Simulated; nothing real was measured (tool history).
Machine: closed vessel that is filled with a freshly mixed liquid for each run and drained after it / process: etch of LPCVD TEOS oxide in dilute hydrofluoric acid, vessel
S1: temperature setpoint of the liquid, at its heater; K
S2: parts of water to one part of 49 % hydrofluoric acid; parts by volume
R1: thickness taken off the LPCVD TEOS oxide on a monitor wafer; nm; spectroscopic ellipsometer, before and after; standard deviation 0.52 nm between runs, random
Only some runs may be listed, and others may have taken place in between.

Run 1, hour 0.0: S1 298.15 K, S2 70 parts by volume, time in the liquid (s) 120. Result: R1 55.370 nm.
Run 2, hour 6.5: S1 298.15 K, S2 80 parts by volume, time in the liquid (s) 120. Result: R1 47.382 nm.
Run 3, hour 15.3: S1 298.15 K, S2 80 parts by volume, time in the liquid (s) 130. Result: R1 51.860 nm.
Run 4, hour 17.3: S1 298.15 K, S2 80 parts by volume, time in the liquid (s) 130. Result: R1 51.071 nm.
Run 5, hour 25.6: S1 294.65 K, S2 80 parts by volume, time in the liquid (s) 130. Result: R1 44.790 nm.
Run 6, hour 30.3: S1 293.15 K, S2 80 parts by volume, time in the liquid (s) 130. Result: R1 41.844 nm.
Run 7, hour 32.8: S1 294.65 K, S2 80 parts by volume, time in the liquid (s) 130. Result: R1 44.498 nm.
Run 8, hour 37.4: S1 296.15 K, S2 80 parts by volume, time in the liquid (s) 130. Result: R1 47.268 nm.
Run 9, hour 43.2: S1 297.15 K, S2 80 parts by volume, time in the liquid (s) 130. Result: R1 49.367 nm.
Run 10, hour 43.7: S1 298.15 K, S2 80 parts by volume, time in the liquid (s) 130. Result: R1 51.441 nm.
Run 11, hour 49.1: S1 302.15 K, S2 65 parts by volume, time in the liquid (s) 130. Result: R1 75.310 nm.

Run 12 comes next. What will it give?
Run 12, hour 50.5: S1 302.65 K, S2 65 parts by volume, time in the liquid (s) 130. Result: R1 ?.

R1: 77.071 nm

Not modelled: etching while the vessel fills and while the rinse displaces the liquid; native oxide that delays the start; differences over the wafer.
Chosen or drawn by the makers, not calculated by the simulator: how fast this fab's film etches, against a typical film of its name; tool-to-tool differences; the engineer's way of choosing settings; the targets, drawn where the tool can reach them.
